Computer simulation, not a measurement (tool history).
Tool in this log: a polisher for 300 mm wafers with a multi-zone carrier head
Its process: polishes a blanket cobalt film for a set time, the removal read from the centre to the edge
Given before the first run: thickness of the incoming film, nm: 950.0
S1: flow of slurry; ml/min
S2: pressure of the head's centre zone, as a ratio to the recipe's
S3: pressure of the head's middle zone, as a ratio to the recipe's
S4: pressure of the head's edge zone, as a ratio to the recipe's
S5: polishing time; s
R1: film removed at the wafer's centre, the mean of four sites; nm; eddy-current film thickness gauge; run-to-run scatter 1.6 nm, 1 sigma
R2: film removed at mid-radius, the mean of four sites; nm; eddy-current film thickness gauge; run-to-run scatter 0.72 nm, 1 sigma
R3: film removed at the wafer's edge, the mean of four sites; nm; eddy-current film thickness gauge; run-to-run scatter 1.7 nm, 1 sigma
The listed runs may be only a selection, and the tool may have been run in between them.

run,day,S1,S2,S3,S4,S5,R1,R2,R3
1,0,235,1,1,1,82,206.57,209.52,221.02
2,0.317,235,1,1,1.08,82,213.17,209.51,221.18
3,0.392,205,1,1,1.08,82,207.06,206.81,215.29
4,0.546,260,1,1,1.08,82,217.37,212.41,222.69
5,0.792,260,1,1,1.13,82,211.73,209.97,225.83
6,0.904,210,1,1,1.13,82,207.66,205.26,222.51

What does the tool deliver on the next run?
7,1.146,210,0.9,0.9,1.03,59,?,?,?

{"run 7": {"R1": 135.37, "R2": 137.57, "R3": 153.31}}
